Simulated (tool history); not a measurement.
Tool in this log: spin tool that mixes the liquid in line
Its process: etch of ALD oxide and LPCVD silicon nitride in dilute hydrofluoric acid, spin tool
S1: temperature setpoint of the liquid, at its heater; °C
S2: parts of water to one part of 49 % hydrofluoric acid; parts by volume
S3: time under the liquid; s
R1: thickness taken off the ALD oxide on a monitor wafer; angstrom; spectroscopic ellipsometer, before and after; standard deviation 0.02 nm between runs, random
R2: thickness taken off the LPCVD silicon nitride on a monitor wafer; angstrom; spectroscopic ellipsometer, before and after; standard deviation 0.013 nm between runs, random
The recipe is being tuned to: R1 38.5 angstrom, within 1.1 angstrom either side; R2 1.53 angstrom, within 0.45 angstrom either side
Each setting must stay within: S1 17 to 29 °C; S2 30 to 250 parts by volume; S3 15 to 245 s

run,day,S1,S2,S3,R1,R2
1,0,21,140,125,105.98,3.0452
2,0.2,20.5,170,125,84.226,2.6911
3,0.325,18.5,170,125,77.085,2.1888
4,0.6,18.5,170,150,92.626,2.4833
5,0.925,18.5,190,140,76.202,2.3369
6,1.188,18.5,225,140,62.24,2.0479
7,1.367,18.5,225,140,61.936,1.9604
8,1.729,18.5,230,130,56.586,1.735
9,1.983,18.5,235,120,50.347,1.554
10,2.008,18.5,240,115,47.047,1.692

Which one of the following 5 next-run settings gets every result inside its allowed miss? There is exactly one.
A,2.033,22,235,135,?,?
B,2.033,27,250,100,?,?
C,2.033,29,240,95,?,?
D,2.033,22.5,250,85,?,?
E,2.033,19,220,115,?,?

move,R1,R2
A,64.169,2.3989
B,52.602,2.2779
C,56.371,2.5421
D,38.113,1.4672
E,52.891,1.7944
A: lands further from the targets than the last run did
B: lands further from the targets than the last run did
C: lands further from the targets than the last run did
D: all results land within tolerance of their targets
E: lands further from the targets than the last run did
Answer: D
